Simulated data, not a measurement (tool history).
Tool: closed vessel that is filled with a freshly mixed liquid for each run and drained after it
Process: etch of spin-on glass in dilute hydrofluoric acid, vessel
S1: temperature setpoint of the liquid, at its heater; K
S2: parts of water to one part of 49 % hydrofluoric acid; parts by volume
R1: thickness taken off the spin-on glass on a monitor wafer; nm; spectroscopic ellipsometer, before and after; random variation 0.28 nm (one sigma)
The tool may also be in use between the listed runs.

{"run": 1, "hour": 0.0, "S1": 295.15, "S2": 55, "time in the liquid (s)": 35, "R1": 13.645}
{"run": 2, "hour": 0.8, "S1": 295.15, "S2": 55, "time in the liquid (s)": 30, "R1": 11.666}
{"run": 3, "hour": 9.7, "S1": 297.65, "S2": 45, "time in the liquid (s)": 30, "R1": 16.205}
{"run": 4, "hour": 16.8, "S1": 297.65, "S2": 30, "time in the liquid (s)": 30, "R1": 24.842}
{"run": 5, "hour": 19.8, "S1": 299.15, "S2": 25, "time in the liquid (s)": 30, "R1": 31.584}
{"run": 6, "hour": 27.3, "S1": 300.15, "S2": 25, "time in the liquid (s)": 30, "R1": 32.722}
{"run": 7, "hour": 35.1, "S1": 301.15, "S2": 25, "time in the liquid (s)": 30, "R1": 34.676}
{"run": 8, "hour": 43.0, "S1": 301.65, "S2": 25, "time in the liquid (s)": 30, "R1": 34.877}
{"run": 9, "hour": 49.8, "S1": 302.15, "S2": 25, "time in the liquid (s)": 30, "R1": 35.844}
{"run": 10, "hour": 55.9, "S1": 302.15, "S2": 25, "time in the liquid (s)": 30, "R1": 36.064}
{"run": 11, "hour": 56.7, "S1": 302.65, "S2": 25, "time in the liquid (s)": 30, "R1": 36.495}
{"run": 12, "hour": 59.5, "S1": 303.15, "S2": 25, "time in the liquid (s)": 30, "R1": 37.297}
{"run": 13, "hour": 63.7, "S1": 303.15, "S2": 20, "time in the liquid (s)": 30, "R1": 47.46}

Forecast run 14:
{"run": 14, "hour": 71.3, "S1": 302.65, "S2": 20, "time in the liquid (s)": 30, "R1": "?"}

R1: 46.171 nm

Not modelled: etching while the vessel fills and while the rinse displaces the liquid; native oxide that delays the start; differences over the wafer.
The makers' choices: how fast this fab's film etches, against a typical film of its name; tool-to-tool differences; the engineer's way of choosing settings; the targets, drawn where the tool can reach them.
